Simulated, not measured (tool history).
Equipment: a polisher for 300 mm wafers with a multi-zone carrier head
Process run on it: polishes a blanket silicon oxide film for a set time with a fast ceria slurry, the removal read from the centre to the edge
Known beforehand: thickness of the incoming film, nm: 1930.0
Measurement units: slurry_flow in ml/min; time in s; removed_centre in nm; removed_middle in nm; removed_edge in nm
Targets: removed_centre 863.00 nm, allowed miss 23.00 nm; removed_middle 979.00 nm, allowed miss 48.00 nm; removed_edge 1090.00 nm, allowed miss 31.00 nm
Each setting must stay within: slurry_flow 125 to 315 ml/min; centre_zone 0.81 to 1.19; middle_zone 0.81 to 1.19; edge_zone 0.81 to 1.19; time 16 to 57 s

run 1 day=0.000 | slurry_flow=205 centre_zone=1.00 middle_zone=1.00 edge_zone=1.00 time=36 | removed_centre=759.93 removed_middle=763.27 removed_edge=768.13
run 2 day=0.046 | slurry_flow=205 centre_zone=1.00 middle_zone=1.00 edge_zone=1.00 time=41 | removed_centre=848.88 removed_middle=858.56 removed_edge=876.16
run 3 day=0.146 | slurry_flow=215 centre_zone=0.97 middle_zone=1.00 edge_zone=1.06 time=42 | removed_centre=864.86 removed_middle=903.76 removed_edge=928.55
run 4 day=0.288 | slurry_flow=215 centre_zone=0.97 middle_zone=1.08 edge_zone=1.06 time=42 | removed_centre=846.09 removed_middle=943.92 removed_edge=924.43
run 5 day=0.638 | slurry_flow=215 centre_zone=1.03 middle_zone=1.08 edge_zone=1.06 time=42 | removed_centre=909.89 removed_middle=926.80 removed_edge=917.03
run 6 day=0.717 | slurry_flow=210 centre_zone=0.98 middle_zone=1.04 edge_zone=1.10 time=43 | removed_centre=880.64 removed_middle=947.60 removed_edge=963.20
run 7 day=0.821 | slurry_flow=205 centre_zone=0.95 middle_zone=1.00 edge_zone=1.13 time=44 | removed_centre=865.71 removed_middle=946.13 removed_edge=997.59
run 8 day=1.038 | slurry_flow=205 centre_zone=0.93 middle_zone=0.98 edge_zone=1.15 time=45 | removed_centre=879.60 removed_middle=941.18 removed_edge=1037.30
run 9 day=1.350 | slurry_flow=205 centre_zone=0.91 middle_zone=0.98 edge_zone=1.16 time=45 | removed_centre=846.97 removed_middle=943.12 removed_edge=1037.10
run 10 day=1.592 | slurry_flow=210 centre_zone=0.90 middle_zone=0.98 edge_zone=1.17 time=45 | removed_centre=853.30 removed_middle=946.82 removed_edge=1040.20

Below are 5 possible settings for the next run. Only one of them brings all results inside the allowed miss of their targets. Which is it?
run A day=1.833 | slurry_flow=210 centre_zone=0.83 middle_zone=1.00 edge_zone=1.19 time=47 | removed_centre=? removed_middle=? removed_edge=?
run B day=1.833 | slurry_flow=195 centre_zone=0.89 middle_zone=1.05 edge_zone=1.12 time=46 | removed_centre=? removed_middle=? removed_edge=?
run C day=1.833 | slurry_flow=255 centre_zone=0.86 middle_zone=0.95 edge_zone=1.15 time=47 | removed_centre=? removed_middle=? removed_edge=?
run D day=1.833 | slurry_flow=220 centre_zone=0.88 middle_zone=1.06 edge_zone=1.13 time=44 | removed_centre=? removed_middle=? removed_edge=?
run E day=1.833 | slurry_flow=165 centre_zone=0.92 middle_zone=0.86 edge_zone=1.12 time=44 | removed_centre=? removed_middle=? removed_edge=?

move=A removed_centre=821.58 removed_middle=988.26 removed_edge=1097.00
move=B removed_centre=854.93 removed_middle=992.20 removed_edge=1035.80
move=C removed_centre=870.86 removed_middle=973.57 removed_edge=1096.40
move=D removed_centre=820.84 removed_middle=968.56 removed_edge=1005.00
move=E removed_centre=825.67 removed_middle=811.08 removed_edge=978.00
A: the furthest-off result lands on target, but another misses its tolerance
B: misses by more than the last run did
C: meets every target
D: misses by more than the last run did
E: misses by more than the last run did
Go with C: it meets all targets.

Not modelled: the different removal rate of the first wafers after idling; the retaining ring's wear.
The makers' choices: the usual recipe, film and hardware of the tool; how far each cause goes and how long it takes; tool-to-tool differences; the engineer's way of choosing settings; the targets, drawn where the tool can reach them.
